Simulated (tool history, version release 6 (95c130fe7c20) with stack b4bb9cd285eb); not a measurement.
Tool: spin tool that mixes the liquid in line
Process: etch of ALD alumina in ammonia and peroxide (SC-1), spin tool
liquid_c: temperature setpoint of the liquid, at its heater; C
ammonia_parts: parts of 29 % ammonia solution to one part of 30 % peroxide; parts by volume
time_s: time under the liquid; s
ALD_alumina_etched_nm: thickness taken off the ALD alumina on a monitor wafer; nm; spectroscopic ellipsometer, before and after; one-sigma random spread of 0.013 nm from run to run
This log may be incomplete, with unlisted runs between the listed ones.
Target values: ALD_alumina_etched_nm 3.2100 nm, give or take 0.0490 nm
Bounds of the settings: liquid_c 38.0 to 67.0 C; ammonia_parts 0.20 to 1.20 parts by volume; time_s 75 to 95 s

run 1 hour=0.0 | liquid_c=51.0 ammonia_parts=0.70 time_s=95 | ALD_alumina_etched_nm=5.9940
run 2 hour=6.7 | liquid_c=49.5 ammonia_parts=0.70 time_s=95 | ALD_alumina_etched_nm=5.5768
run 3 hour=14.9 | liquid_c=49.5 ammonia_parts=0.70 time_s=95 | ALD_alumina_etched_nm=5.5667
run 4 hour=19.4 | liquid_c=48.0 ammonia_parts=0.70 time_s=95 | ALD_alumina_etched_nm=5.1369
run 5 hour=27.5 | liquid_c=48.0 ammonia_parts=0.85 time_s=95 | ALD_alumina_etched_nm=5.2000
run 6 hour=28.6 | liquid_c=44.0 ammonia_parts=0.85 time_s=95 | ALD_alumina_etched_nm=4.1581
run 7 hour=34.6 | liquid_c=43.5 ammonia_parts=0.85 time_s=95 | ALD_alumina_etched_nm=4.0448
run 8 hour=42.0 | liquid_c=43.0 ammonia_parts=0.85 time_s=95 | ALD_alumina_etched_nm=3.9199
run 9 hour=47.3 | liquid_c=42.5 ammonia_parts=0.85 time_s=95 | ALD_alumina_etched_nm=3.8197
run 10 hour=54.9 | liquid_c=42.0 ammonia_parts=0.85 time_s=95 | ALD_alumina_etched_nm=3.7140
run 11 hour=56.4 | liquid_c=39.0 ammonia_parts=0.85 time_s=95 | ALD_alumina_etched_nm=3.1043

Exercise: of the 5 proposed moves below, exactly one satisfies all targets within the stated allowed misses. Which move is it?
run A hour=57.9 | liquid_c=39.5 ammonia_parts=0.95 time_s=95 | ALD_alumina_etched_nm=?
run B hour=57.9 | liquid_c=39.0 ammonia_parts=0.80 time_s=95 | ALD_alumina_etched_nm=?
run C hour=57.9 | liquid_c=38.0 ammonia_parts=1.05 time_s=95 | ALD_alumina_etched_nm=?
run D hour=57.9 | liquid_c=39.5 ammonia_parts=0.85 time_s=90 | ALD_alumina_etched_nm=?
run E hour=57.9 | liquid_c=39.5 ammonia_parts=0.60 time_s=95 | ALD_alumina_etched_nm=?

move=A ALD_alumina_etched_nm=3.2196
move=B ALD_alumina_etched_nm=3.0744
move=C ALD_alumina_etched_nm=2.9730
move=D ALD_alumina_etched_nm=3.0178
move=E ALD_alumina_etched_nm=3.0810
A: meets every target
B: further off than the last run
C: further off than the last run
D: further off than the last run
E: further off than the last run
A is the move that brings every result within its allowed miss.
